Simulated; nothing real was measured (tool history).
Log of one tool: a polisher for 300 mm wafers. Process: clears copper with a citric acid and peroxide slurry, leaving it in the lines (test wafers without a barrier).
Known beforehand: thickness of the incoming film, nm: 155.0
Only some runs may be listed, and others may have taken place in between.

run	hour	flow of slurry (ml/min)	pressure of the wafer on the pad (kPa)	speed of the pad under the wafer (m/s)	abrasive content of the slurry	overpolish time after the end point (s)	time until the end point was called (s)	dishing of a wide line in a test structure (angstrom)
1	0	135	20	0.84	1	30	76.211	264.24
2	4.1	135	20	0.96	1	30	71.772	282.91
3	11.9	110	20	0.96	1	30	72.49	273.03
4	18.9	105	16.5	0.92	0.95	35	86.248	268.8
5	26.1	105	20	0.92	0.95	35	77.82	283.43
6	32.9	105	20	1.04	0.95	35	69.006	300.53
7	35.1	105	17.2	0.94	0.95	39	84.767	280.99
8	41.1	100	15.2	0.9	0.95	43	96.018	284.33
9	47.6	100	13.8	0.86	0.95	45	105.67	275.51
10	51.5	100	12.4	0.82	0.95	47	117.98	263.69

Run 11 comes next. What will it give?
11	57.5	100	11.7	0.8	0.95	48	?	?

Run 11 came out at time until the end point was called (s) 129.43, dishing of a wide line in a test structure (angstrom) 259.44.
